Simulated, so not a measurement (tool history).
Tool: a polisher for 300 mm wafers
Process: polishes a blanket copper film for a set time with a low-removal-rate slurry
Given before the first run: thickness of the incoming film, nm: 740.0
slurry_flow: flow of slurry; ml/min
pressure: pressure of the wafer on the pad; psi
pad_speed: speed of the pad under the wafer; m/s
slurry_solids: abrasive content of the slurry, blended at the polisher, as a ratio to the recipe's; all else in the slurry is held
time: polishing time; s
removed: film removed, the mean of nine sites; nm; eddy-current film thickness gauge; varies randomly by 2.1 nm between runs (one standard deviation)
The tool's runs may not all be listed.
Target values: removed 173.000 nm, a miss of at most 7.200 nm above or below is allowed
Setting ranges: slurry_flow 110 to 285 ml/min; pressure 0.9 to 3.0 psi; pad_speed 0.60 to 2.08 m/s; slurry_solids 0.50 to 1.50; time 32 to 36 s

run  hour  slurry_flow  pressure  pad_speed  slurry_solids  time  removed
  1   0.0          180       1.9       1.34           1.00    36   89.337
  2   1.7          180       2.2       1.36           1.00    36  105.320
  3   2.5          180       2.4       1.40           1.00    36  117.250
  4   4.8          185       2.6       1.44           1.00    36  129.440
  5  10.6          185       2.6       1.44           0.85    36  126.080
  6  17.0          185       2.6       1.12           0.85    36  105.260
  7  24.7          190       2.7       1.26           0.85    36  119.000
  8  28.7          190       2.8       1.36           0.85    36  130.190

5 candidate next runs follow, results not yet known. Just one meets every target within its allowed miss. Identify it.
  A  32.7          160       3.0       1.78           0.85    36        ?
  B  32.7          115       2.5       1.32           1.00    32        ?
  C  32.7          160       2.6       1.42           0.80    33        ?
  D  32.7          160       2.7       1.38           0.55    32        ?
  E  32.7          210       2.9       1.02           0.80    36        ?

move  removed
   A  169.320
   B   93.654
   C  111.390
   D  105.370
   E  109.360
A: meets every target
B: the biggest miss grows against the last run
C: the biggest miss grows against the last run
D: the biggest miss grows against the last run
E: the biggest miss grows against the last run
A is the move that brings every result within its allowed miss.
